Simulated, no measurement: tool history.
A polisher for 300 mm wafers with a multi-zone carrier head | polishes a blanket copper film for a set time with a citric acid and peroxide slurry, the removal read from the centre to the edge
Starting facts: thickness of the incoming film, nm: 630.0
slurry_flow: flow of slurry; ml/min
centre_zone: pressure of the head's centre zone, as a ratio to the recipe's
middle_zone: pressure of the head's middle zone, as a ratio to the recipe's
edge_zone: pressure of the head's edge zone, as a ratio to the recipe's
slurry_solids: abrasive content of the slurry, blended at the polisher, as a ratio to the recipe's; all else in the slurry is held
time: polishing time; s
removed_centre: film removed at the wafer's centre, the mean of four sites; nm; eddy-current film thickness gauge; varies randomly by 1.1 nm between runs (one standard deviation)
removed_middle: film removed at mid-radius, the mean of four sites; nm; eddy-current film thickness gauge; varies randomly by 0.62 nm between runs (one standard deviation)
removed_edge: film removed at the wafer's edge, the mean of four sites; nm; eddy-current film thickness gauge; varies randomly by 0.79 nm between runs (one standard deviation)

run  hour  slurry_flow  centre_zone  middle_zone  edge_zone  slurry_solids  time  removed_centre  removed_middle  removed_edge
  1   0.0          120         1.00         1.00       1.00           1.00    50         112.420         113.890       109.350
  2   1.6          120         1.00         1.00       1.00           0.90    50         109.190         110.440       106.820
  3  10.0          120         0.97         1.00       1.00           0.90    50         107.070         110.040       106.970
  4  12.3          120         0.97         1.00       1.00           1.00    50         108.620         113.540       109.870
  5  17.2          115         0.96         0.99       0.98           0.95    50         103.870         110.170       108.080
  6  24.1          115         0.96         0.94       0.98           0.95    50         104.620         106.130       105.890
  7  30.4          110         0.96         0.93       0.96           0.90    50         101.870         102.520       101.960
  8  31.3          105         0.96         0.92       0.94           0.90    50          99.583          99.872       100.570
  9  35.3          100         0.96         0.92       0.92           0.90    50          98.438          98.531        99.378
 10  41.7          100         0.96         0.92       0.90           0.85    50          98.070          97.701        96.956
 11  45.4           95         0.96         0.92       0.89           0.85    50          94.874          95.015        95.091
 12  54.3           95         0.96         0.92       0.88           0.85    50          96.181          95.234        94.880

What does the tool deliver on the next run?
 13  56.0           90         0.96         0.92       0.87           0.85    50               ?               ?             ?

{"run 13": {"removed_centre": 94.795, "removed_middle": 93.592, "removed_edge": 94.341}}
